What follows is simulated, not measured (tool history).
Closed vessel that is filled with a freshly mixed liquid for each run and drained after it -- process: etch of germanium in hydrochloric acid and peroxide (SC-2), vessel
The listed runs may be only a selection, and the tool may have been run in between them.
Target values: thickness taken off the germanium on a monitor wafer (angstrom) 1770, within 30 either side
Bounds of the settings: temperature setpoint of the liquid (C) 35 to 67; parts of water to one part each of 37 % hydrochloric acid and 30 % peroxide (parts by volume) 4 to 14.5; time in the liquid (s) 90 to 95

run,day,temperature setpoint of the liquid (C),parts of water to one part each of 37 % hydrochloric acid and 30 % peroxide (parts by volume),time in the liquid (s),thickness taken off the germanium on a monitor wafer (angstrom)
1,0,51,8,90,1224.6
2,0.271,51,8,95,1286.5
3,0.308,54,8,95,1423.5
4,0.462,56,8,95,1509.9
5,0.783,51,8,95,1302.5
6,1.004,54,8,95,1419.2
# day 1.338: thermometer replaced
7,1.338,56,8,95,1590
8,1.383,57,8,95,1633.5
9,1.75,57.5,8,95,1651
10,1.912,58,8,95,1689.3
11,2.2,58.5,8,95,1704.1
12,2.412,59,8,95,1730.2

Exercise: of the 5 proposed moves below, exactly one satisfies all targets within the stated allowed misses. Which move is it?
A,2.625,58.5,8,95,?
B,2.625,60.5,8.5,90,?
C,2.625,61.5,7.5,90,?
D,2.625,57.5,8,95,?
E,2.625,60.5,9,90,?

move,thickness taken off the germanium on a monitor wafer (angstrom)
A,1711.4
B,1712.1
C,1781.3
D,1660.7
E,1703.1
A: its largest miss is bigger than the last run's
B: its largest miss is bigger than the last run's
C: hits every target within its allowed miss
D: its largest miss is bigger than the last run's
E: its largest miss is bigger than the last run's
Answer: C

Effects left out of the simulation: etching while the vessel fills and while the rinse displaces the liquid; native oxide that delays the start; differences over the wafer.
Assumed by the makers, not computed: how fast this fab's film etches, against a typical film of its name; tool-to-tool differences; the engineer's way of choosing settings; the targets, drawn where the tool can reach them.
